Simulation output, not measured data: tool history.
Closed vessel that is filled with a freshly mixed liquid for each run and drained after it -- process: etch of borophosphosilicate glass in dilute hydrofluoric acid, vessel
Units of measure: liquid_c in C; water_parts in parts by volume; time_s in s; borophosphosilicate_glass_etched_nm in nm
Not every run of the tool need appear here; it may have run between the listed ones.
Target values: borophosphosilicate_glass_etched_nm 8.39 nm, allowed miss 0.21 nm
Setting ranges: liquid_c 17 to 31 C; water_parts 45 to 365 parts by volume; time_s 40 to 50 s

| run | hour | liquid_c | water_parts | time_s | borophosphosilicate_glass_etched_nm |
|---|---|---|---|---|---|
| 1 | 0 | 23 | 205 | 50 | 6.5473 |
| 2 | 3.2 | 23 | 205 | 50 | 6.497 |
| 3 | 8.9 | 24 | 205 | 50 | 6.8035 |
| 4 | 13.6 | 25 | 205 | 50 | 7.0976 |
| 5 | 15.9 | 25 | 135 | 50 | 11.601 |
| 6 | 22.1 | 24 | 135 | 50 | 11.237 |
| 7 | 24.7 | 24 | 135 | 50 | 11.262 |
| 8 | 26.4 | 23 | 135 | 50 | 10.644 |
| 9 | 32.4 | 22 | 135 | 50 | 10.396 |
| 10 | 33.8 | 21.5 | 135 | 50 | 10.136 |
|  | 35.2 | hydrofluoric acid flow meter replaced |
| 11 | 35.2 | 21 | 135 | 50 | 10.824 |
| 12 | 38.1 | 21 | 140 | 50 | 10.325 |
| 13 | 40.3 | 20.5 | 145 | 50 | 9.7156 |

Consider the 4 candidate settings below. Which is the only one whose results all fall within their allowed miss of target?
| A | 42.5 | 21 | 120 | 50 | ? |
| B | 42.5 | 26 | 135 | 40 | ? |
| C | 42.5 | 23 | 180 | 50 | ? |
| D | 42.5 | 20 | 125 | 50 | ? |

| move | borophosphosilicate_glass_etched_nm |
|---|---|
| A | 12.31 |
| B | 10.456 |
| C | 8.3104 |
| D | 11.289 |
A: misses by more than the last run did
B: misses by more than the last run did
C: in spec on every target
D: misses by more than the last run did
The move that meets every target is C.

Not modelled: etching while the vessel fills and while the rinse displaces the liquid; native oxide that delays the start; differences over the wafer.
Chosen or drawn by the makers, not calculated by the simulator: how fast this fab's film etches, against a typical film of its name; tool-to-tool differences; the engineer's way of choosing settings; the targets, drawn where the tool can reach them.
